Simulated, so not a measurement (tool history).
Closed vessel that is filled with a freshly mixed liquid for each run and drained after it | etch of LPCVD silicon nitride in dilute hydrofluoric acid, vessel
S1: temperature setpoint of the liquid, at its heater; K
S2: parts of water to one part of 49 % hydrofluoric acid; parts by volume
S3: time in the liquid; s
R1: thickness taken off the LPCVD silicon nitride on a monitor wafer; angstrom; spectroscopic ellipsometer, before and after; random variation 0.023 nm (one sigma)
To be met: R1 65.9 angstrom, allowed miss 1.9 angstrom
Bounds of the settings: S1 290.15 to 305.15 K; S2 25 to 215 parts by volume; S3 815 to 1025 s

run	hour	S1	S2	S3	R1
1	0	297.15	120	1025	41.353
2	6.3	298.65	120	1025	45.709
3	10	302.15	120	1025	56.87
4	16.8	302.15	140	1025	49.13
5	17.8	302.65	135	1025	52.543
6	18.9	303.15	135	1025	54.026
7	22.2	303.65	135	1025	55.662
8	26.1	304.15	135	1025	57.601
9	33.3	304.65	130	1025	61.604

Which of these 4 next moves meets every target?
A	40.5	302.15	105	895	?
B	40.5	305.15	135	980	?
C	40.5	304.65	125	870	?
D	40.5	302.65	105	1000	?

move	R1
A	57.241
B	58.52
C	54.503
D	66.002
A: further off than the last run
B: further off than the last run
C: further off than the last run
D: meets every target
Answer: D
